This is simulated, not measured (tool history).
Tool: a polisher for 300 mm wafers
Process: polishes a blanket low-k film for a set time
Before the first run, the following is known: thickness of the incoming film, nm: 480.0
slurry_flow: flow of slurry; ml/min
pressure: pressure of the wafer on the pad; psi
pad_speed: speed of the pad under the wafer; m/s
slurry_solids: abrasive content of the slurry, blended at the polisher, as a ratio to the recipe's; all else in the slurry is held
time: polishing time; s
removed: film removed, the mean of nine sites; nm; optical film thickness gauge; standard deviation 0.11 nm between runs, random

run  hour  slurry_flow  pressure  pad_speed  slurry_solids  time  removed
  1   0.0          200       2.5       0.84            1.0    33  16.0770
  2   7.3          200       2.5       0.66            1.0    33  13.4140
  3   8.2          200       2.3       0.66            1.0    33  12.5120
  4  14.7          175       2.3       0.66            1.0    33  11.9470
     22.2  -- head pressure recalibrated
  5  22.2          175       2.3       0.66            1.0    33  10.9510
  6  23.3          170       2.3       0.66            1.0    33  10.8940
  7  24.1          165       2.3       0.66            1.0    33  11.0500
  8  29.0          160       2.2       0.66            1.0    33  10.3270
  9  36.2          155       1.6       0.64            1.0    33   7.4685

For run 10, what comes out?
 10  40.9          160       1.6       0.64            1.0    33        ?

removed: 7.5516 nm
